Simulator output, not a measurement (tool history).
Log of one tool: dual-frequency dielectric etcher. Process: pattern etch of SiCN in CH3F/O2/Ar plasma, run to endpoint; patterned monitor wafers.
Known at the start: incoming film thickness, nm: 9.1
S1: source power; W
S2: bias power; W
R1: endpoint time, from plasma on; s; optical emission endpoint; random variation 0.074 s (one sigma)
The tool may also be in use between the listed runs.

run 1 day=0.000 | S1=400 S2=83 | R1=21.393
run 2 day=0.312 | S1=400 S2=95 | R1=20.717
run 3 day=0.679 | S1=420 S2=96 | R1=20.175
run 4 day=1.012 | S1=420 S2=88 | R1=20.573
run 5 day=1.100 | S1=380 S2=88 | R1=21.709
run 6 day=1.208 | S1=400 S2=89 | R1=21.245
run 7 day=1.475 | S1=420 S2=90 | R1=20.425
run 8 day=1.512 | S1=420 S2=90 | R1=20.556
run 9 day=1.771 | S1=440 S2=90 | R1=20.007

Run 10 comes next. What will it give?
run 10 day=1.912 | S1=450 S2=90 | R1=?

{"run 10": {"R1": 19.764}}
